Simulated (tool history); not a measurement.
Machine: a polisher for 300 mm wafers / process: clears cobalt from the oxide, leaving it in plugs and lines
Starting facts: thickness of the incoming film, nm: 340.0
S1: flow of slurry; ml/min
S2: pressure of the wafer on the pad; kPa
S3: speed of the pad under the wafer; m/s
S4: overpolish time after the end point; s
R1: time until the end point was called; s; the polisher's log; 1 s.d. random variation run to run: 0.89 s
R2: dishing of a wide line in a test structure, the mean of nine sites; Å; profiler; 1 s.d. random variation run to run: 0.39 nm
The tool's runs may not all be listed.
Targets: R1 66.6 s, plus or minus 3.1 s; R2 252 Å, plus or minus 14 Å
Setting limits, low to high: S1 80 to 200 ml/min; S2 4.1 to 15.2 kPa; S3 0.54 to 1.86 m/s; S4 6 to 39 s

run 1 hour=0 | S1=130 S2=9.7 S3=1.18 S4=20 | R1=67.782 R2=311.57
run 2 hour=8.7 | S1=130 S2=11 S3=1.18 S4=20 | R1=58.076 R2=311.65
run 3 hour=16.8 | S1=130 S2=11 S3=1.32 S4=20 | R1=52.119 R2=323.61
run 4 hour=19.1 | S1=130 S2=11 S3=1.2 S4=20 | R1=57.315 R2=314.49
run 5 hour=27.1 | S1=130 S2=11 S3=1.2 S4=12 | R1=55.981 R2=270.53
run 6 hour=30.6 | S1=130 S2=11 S3=1.36 S4=12 | R1=53.029 R2=291.29
run 7 hour=33 | S1=125 S2=9 S3=1.24 S4=6 | R1=70.329 R2=177.29
run 8 hour=34.6 | S1=130 S2=9 S3=1.22 S4=8 | R1=68.782 R2=203.02
run 9 hour=42.6 | S1=135 S2=9 S3=1.22 S4=9 | R1=69.047 R2=221.98
run 10 hour=43.7 | S1=140 S2=9 S3=1.22 S4=9 | R1=69.944 R2=222.23
run 11 hour=45 | S1=145 S2=9 S3=1.22 S4=9 | R1=69.812 R2=218.93
run 12 hour=46.8 | S1=150 S2=9 S3=1.22 S4=9 | R1=67.541 R2=229.23
run 13 hour=55.3 | S1=155 S2=9 S3=1.22 S4=9 | R1=67.835 R2=225.97

Which one of the following 5 next-run settings gets every result inside its allowed miss? There is exactly one.
run A hour=63.8 | S1=140 S2=9.7 S3=1.18 S4=11 | R1=? R2=?
run B hour=63.8 | S1=170 S2=9.7 S3=1.02 S4=11 | R1=? R2=?
run C hour=63.8 | S1=160 S2=10.3 S3=1.26 S4=12 | R1=? R2=?
run D hour=63.8 | S1=165 S2=8.3 S3=1.5 S4=10 | R1=? R2=?
run E hour=63.8 | S1=160 S2=10.3 S3=1.04 S4=16 | R1=? R2=?

move=A R1=66.545 R2=253.34
move=B R1=72.668 R2=243.17
move=C R1=57.524 R2=278.69
move=D R1=61.161 R2=251.92
move=E R1=67.534 R2=291.65
A: all results land within tolerance of their targets
B: brings the result that was furthest off to its target, and leaves another outside
C: moves the result that the last run missed by most past its target, out the other side
D: brings the result that was furthest off to its target, and leaves another outside
E: moves the result that the last run missed by most past its target, out the other side
The right move is A.
